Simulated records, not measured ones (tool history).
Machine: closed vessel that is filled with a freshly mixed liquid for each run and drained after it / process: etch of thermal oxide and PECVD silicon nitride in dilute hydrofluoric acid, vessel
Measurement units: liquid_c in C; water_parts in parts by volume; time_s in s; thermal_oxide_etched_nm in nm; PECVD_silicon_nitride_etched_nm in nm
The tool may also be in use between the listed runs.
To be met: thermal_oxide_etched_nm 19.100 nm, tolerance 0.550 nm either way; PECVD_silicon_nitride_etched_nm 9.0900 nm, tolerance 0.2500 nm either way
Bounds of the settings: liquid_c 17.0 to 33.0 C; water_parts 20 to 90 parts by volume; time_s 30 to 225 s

run  hour  liquid_c  water_parts  time_s  thermal_oxide_etched_nm  PECVD_silicon_nitride_etched_nm
  1   0.0      25.0           50     115                   12.272                           5.9927
  2   4.4      25.0           45     115                   13.688                           6.6340
  3  12.5      23.0           45     115                   12.756                           5.7327
  4  18.2      23.0           35     115                   16.494                           7.4262
  5  23.2      23.0           40     115                   14.272                           6.4421
  6  29.4      21.5           40     115                   13.488                           5.8660
  7  32.4      22.5           40     115                   14.094                           6.2680
  8  37.6      23.0           40     115                   14.400                           6.5188
  9  40.4      23.5           40     115                   14.630                           6.6820
 10  46.7      24.0           40     115                   14.775                           6.8866
 11  49.7      24.5           40     115                   15.216                           7.1543
 12  52.4      25.0           40     115                   15.285                           7.5371
 13  54.7      25.0           35     115                   17.743                           8.3701
 14  63.4      26.0           30     115                   21.791                          10.4240
 15  67.4      25.5           30     115                   21.638                          10.1840
 16  73.3      25.5           30     115                   21.560                          10.2900
 17  76.1      25.0           30     115                   21.126                           9.7689
 18  78.8      25.0           35     115                   17.927                           8.3532
 19  87.5      25.5           35     115                   18.380                           8.7163

5 next moves are on the table. One of them brings every result within its allowed miss. Which?
  A  96.2      25.5           35     110                        ?                                ?
  B  96.2      26.0           30     100                        ?                                ?
  C  96.2      26.5           40     125                        ?                                ?
  D  96.2      27.5           45     130                        ?                                ?
  E  96.2      25.5           40     130                        ?                                ?

move  thermal_oxide_etched_nm  PECVD_silicon_nitride_etched_nm
   A                   17.560                           8.3311
   B                   19.147                           9.0970
   C                   18.062                           8.8860
   D                   17.262                           8.7977
   E                   18.033                           8.6443
A: moves away from the targets compared with the last run
B: hits every target within its allowed miss
C: gets the furthest-off result to its target, but another result is out of tolerance
D: moves away from the targets compared with the last run
E: moves away from the targets compared with the last run
Correct choice: B, which meets every target
